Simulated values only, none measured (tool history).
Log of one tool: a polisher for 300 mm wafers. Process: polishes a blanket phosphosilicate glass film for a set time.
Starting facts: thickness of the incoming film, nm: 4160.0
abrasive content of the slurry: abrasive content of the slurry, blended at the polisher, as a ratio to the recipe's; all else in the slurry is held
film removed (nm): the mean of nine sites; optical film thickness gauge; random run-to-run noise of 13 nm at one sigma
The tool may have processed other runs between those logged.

run	hour	flow of slurry (ml/min)	pressure of the wafer on the pad (kPa)	speed of the pad under the wafer (cm/s)	abrasive content of the slurry	polishing time (s)	film removed (nm)
1	0.0	190	24.8	78	1.00	87	768.97
2	4.8	190	24.8	78	1.15	87	799.85
3	12.9	190	25.5	78	1.15	87	830.32
4	18.1	190	25.5	78	1.15	91	874.41
5	26.1	190	25.5	78	1.15	91	858.15
6	26.8	190	25.5	78	1.15	91	877.13

Predict the results of run 7:
7	30.7	190	26.2	78	1.15	91	?

film removed (nm): 878.28
